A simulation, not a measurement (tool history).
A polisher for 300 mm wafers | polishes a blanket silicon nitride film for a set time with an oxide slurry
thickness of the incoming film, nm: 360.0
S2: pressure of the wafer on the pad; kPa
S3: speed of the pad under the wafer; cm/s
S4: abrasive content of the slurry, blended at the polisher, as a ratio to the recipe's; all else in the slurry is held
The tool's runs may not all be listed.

Run 1, hour 0.0: flow of slurry (ml/min) 310, S2 29.6 kPa, S3 82 cm/s, S4 1.0, polishing time (s) 35. Result: film removed (nm) 20.637.
Run 2, hour 2.3: flow of slurry (ml/min) 310, S2 32.4 kPa, S3 82 cm/s, S4 1.0, polishing time (s) 35. Result: film removed (nm) 22.849.
Run 3, hour 8.8: flow of slurry (ml/min) 310, S2 34.5 kPa, S3 82 cm/s, S4 1.0, polishing time (s) 35. Result: film removed (nm) 24.369.
Run 4, hour 17.1: flow of slurry (ml/min) 310, S2 34.5 kPa, S3 82 cm/s, S4 1.2, polishing time (s) 35. Result: film removed (nm) 25.323.
Run 5, hour 23.9: flow of slurry (ml/min) 310, S2 34.5 kPa, S3 70 cm/s, S4 1.2, polishing time (s) 35. Result: film removed (nm) 22.368.
Run 6, hour 25.4: flow of slurry (ml/min) 340, S2 34.5 kPa, S3 70 cm/s, S4 1.2, polishing time (s) 35. Result: film removed (nm) 22.524.

Run 7, settings as shown, results not yet in. Your forecast:
Run 7, hour 29.5: flow of slurry (ml/min) 340, S2 36.5 kPa, S3 70 cm/s, S4 1.2, polishing time (s) 35. Result: film removed (nm) ?.

{"run 7": {"film removed (nm)": 23.635}}

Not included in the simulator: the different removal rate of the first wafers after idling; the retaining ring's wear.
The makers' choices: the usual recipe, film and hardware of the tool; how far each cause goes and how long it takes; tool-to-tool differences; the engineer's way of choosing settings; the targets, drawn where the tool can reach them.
